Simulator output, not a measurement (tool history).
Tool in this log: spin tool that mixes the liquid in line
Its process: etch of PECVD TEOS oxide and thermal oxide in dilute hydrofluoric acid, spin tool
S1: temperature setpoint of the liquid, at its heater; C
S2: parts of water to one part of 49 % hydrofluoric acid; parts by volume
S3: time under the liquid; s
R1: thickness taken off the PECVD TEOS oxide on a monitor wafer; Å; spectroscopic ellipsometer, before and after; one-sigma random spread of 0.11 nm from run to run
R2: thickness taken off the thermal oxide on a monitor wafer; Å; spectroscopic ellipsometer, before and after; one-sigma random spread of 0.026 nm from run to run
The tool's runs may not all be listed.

run  hour    S1   S2   S3      R1      R2
  1   0.0  22.0  200  180  135.22  38.539
  2   6.8  20.5  200  180  124.86  35.989
  3   9.6  20.5  200  225  158.06  44.760
  4  12.4  20.5  155  225  208.34  61.186
  5  13.1  20.5  155  285  267.11  77.997
  6  21.0  20.0  170  285  240.20  67.916
  7  27.9  20.0  185  280  211.55  60.836
  8  30.0  19.5  195  280  194.57  56.090

What does the tool deliver on the next run?
  9  34.9  19.0  205  280   ?   ?

R1: 178.22 Å
R2: 51.648 Å
